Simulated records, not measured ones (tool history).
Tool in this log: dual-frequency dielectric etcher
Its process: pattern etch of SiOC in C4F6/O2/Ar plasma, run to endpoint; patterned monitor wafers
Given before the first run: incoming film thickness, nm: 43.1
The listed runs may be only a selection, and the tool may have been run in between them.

| run | day | bias power (W) | source power (W) | endpoint time (s) |
|---|---|---|---|---|
| 1 | 0.000 | 560 | 440 | 12.252 |
| 2 | 0.046 | 539 | 430 | 12.631 |
| 3 | 0.088 | 539 | 370 | 13.386 |
| 4 | 0.125 | 527 | 370 | 13.487 |
| 5 | 0.158 | 516 | 370 | 13.501 |
| 6 | 0.488 | 516 | 410 | 13.037 |
| 7 | 0.525 | 500 | 410 | 13.251 |
| 8 | 0.738 | 488 | 410 | 13.304 |
| 9 | 1.108 | 475 | 410 | 13.469 |
| 10 | 1.454 | 363 | 380 | 15.258 |

Run 11 is up next; what results do you expect?
| 11 | 1.638 | 367 | 380 | ? |

endpoint time (s): 15.103
